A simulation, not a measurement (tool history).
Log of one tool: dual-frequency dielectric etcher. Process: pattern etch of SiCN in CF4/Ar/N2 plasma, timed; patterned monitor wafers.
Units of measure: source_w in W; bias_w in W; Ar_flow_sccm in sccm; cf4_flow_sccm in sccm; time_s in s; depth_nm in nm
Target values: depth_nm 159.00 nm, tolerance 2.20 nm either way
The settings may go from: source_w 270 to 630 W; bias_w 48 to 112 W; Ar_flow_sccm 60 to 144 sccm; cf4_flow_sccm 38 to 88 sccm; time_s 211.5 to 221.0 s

Run 1, hour 0.0: source_w 450 W, bias_w 80 W, Ar_flow_sccm 102 sccm, cf4_flow_sccm 63 sccm, time_s 211.5 s. Result: depth_nm 165.98 nm.
Run 2, hour 1.1: source_w 530 W, bias_w 80 W, Ar_flow_sccm 102 sccm, cf4_flow_sccm 63 sccm, time_s 211.5 s. Result: depth_nm 195.88 nm.
Run 3, hour 9.1: source_w 520 W, bias_w 80 W, Ar_flow_sccm 102 sccm, cf4_flow_sccm 63 sccm, time_s 211.5 s. Result: depth_nm 191.14 nm.
Run 4, hour 18.1: source_w 510 W, bias_w 80 W, Ar_flow_sccm 102 sccm, cf4_flow_sccm 63 sccm, time_s 211.5 s. Result: depth_nm 188.37 nm.
Run 5, hour 25.9: source_w 550 W, bias_w 80 W, Ar_flow_sccm 102 sccm, cf4_flow_sccm 63 sccm, time_s 211.5 s. Result: depth_nm 203.29 nm.
Run 6, hour 32.1: source_w 530 W, bias_w 80 W, Ar_flow_sccm 102 sccm, cf4_flow_sccm 63 sccm, time_s 211.5 s. Result: depth_nm 195.83 nm.
At hour 35.4: source power generator calibrated.
Run 7, hour 35.4: source_w 520 W, bias_w 80 W, Ar_flow_sccm 102 sccm, cf4_flow_sccm 63 sccm, time_s 211.5 s. Result: depth_nm 202.32 nm.
Run 8, hour 40.3: source_w 510 W, bias_w 80 W, Ar_flow_sccm 102 sccm, cf4_flow_sccm 63 sccm, time_s 211.5 s. Result: depth_nm 198.44 nm.
Run 9, hour 44.7: source_w 490 W, bias_w 80 W, Ar_flow_sccm 102 sccm, cf4_flow_sccm 63 sccm, time_s 211.5 s. Result: depth_nm 190.87 nm.
Run 10, hour 49.5: source_w 470 W, bias_w 80 W, Ar_flow_sccm 102 sccm, cf4_flow_sccm 63 sccm, time_s 211.5 s. Result: depth_nm 183.00 nm.
Run 11, hour 55.6: source_w 460 W, bias_w 80 W, Ar_flow_sccm 102 sccm, cf4_flow_sccm 63 sccm, time_s 211.5 s. Result: depth_nm 179.26 nm.
Run 12, hour 61.7: source_w 450 W, bias_w 80 W, Ar_flow_sccm 102 sccm, cf4_flow_sccm 63 sccm, time_s 211.5 s. Result: depth_nm 174.44 nm.
Run 13, hour 64.5: source_w 440 W, bias_w 80 W, Ar_flow_sccm 102 sccm, cf4_flow_sccm 63 sccm, time_s 211.5 s. Result: depth_nm 169.95 nm.
Run 14, hour 68.1: source_w 420 W, bias_w 80 W, Ar_flow_sccm 102 sccm, cf4_flow_sccm 63 sccm, time_s 211.5 s. Result: depth_nm 161.79 nm.

Of the 4 settings listed for the next run, only one would bring every result within its allowed miss of target. Which one?
Run A, hour 71.7: source_w 410 W, bias_w 84 W, Ar_flow_sccm 85 sccm, cf4_flow_sccm 52 sccm, time_s 221.0 s. Result: depth_nm ?.
Run B, hour 71.7: source_w 430 W, bias_w 78 W, Ar_flow_sccm 102 sccm, cf4_flow_sccm 64 sccm, time_s 216.0 s. Result: depth_nm ?.
Run C, hour 71.7: source_w 410 W, bias_w 79 W, Ar_flow_sccm 104 sccm, cf4_flow_sccm 55 sccm, time_s 221.0 s. Result: depth_nm ?.
Run D, hour 71.7: source_w 430 W, bias_w 78 W, Ar_flow_sccm 108 sccm, cf4_flow_sccm 61 sccm, time_s 215.0 s. Result: depth_nm ?.

move  depth_nm
   A    164.10
   B    168.47
   C    158.48
   D    164.61
A: further off than the last run
B: further off than the last run
C: every result lands within tolerance
D: further off than the last run
So the answer is move C, the one that meets all the targets.

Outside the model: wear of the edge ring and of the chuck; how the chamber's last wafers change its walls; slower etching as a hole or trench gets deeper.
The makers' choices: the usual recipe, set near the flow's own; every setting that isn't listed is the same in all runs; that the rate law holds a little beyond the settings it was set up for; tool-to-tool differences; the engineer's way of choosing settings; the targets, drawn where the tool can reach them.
